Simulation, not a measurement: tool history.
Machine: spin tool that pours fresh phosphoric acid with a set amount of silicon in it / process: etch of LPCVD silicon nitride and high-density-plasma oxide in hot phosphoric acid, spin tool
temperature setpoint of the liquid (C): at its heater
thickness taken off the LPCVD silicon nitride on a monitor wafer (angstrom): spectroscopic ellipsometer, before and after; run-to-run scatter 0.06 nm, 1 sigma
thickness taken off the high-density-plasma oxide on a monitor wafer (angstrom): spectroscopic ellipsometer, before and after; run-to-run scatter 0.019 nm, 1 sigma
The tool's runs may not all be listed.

run	hour	temperature setpoint of the liquid (C)	silicon dissolved in the acid as it is poured (mg a litre)	time under the liquid (s)	thickness taken off the LPCVD silicon nitride on a monitor wafer (angstrom)	thickness taken off the high-density-plasma oxide on a monitor wafer (angstrom)
1	0.0	161.0	11.0	180	175.510	5.6726
2	6.4	160.5	10.0	165	156.440	5.2509
3	11.0	159.0	10.0	165	149.250	4.2339
4	15.6	159.0	10.0	125	111.350	4.0631
5	19.9	159.0	15.0	125	113.350	3.3421
6	27.8	159.0	19.5	125	112.870	2.6611
7	35.2	158.5	18.0	125	111.380	2.7682
8	38.5	158.0	16.5	125	108.870	3.0214
9	42.4	158.0	16.0	125	109.130	2.9588
10	45.5	158.0	15.0	125	108.750	2.8203
11	51.6	158.0	13.5	125	108.160	3.4040
12	53.6	157.0	13.5	125	105.880	3.0130
13	56.0	157.0	13.0	125	104.440	2.4655
14	62.1	159.5	7.0	100	92.565	3.1147
15	64.9	160.0	8.0	100	93.109	3.2827
16	70.2	160.5	9.5	100	94.940	3.4307

The next listed run, before its measurement:
17	75.5	160.5	11.0	100	?	?

For run 17 the tool returned thickness taken off the LPCVD silicon nitride on a monitor wafer (angstrom) 94.055, thickness taken off the high-density-plasma oxide on a monitor wafer (angstrom) 3.3618.

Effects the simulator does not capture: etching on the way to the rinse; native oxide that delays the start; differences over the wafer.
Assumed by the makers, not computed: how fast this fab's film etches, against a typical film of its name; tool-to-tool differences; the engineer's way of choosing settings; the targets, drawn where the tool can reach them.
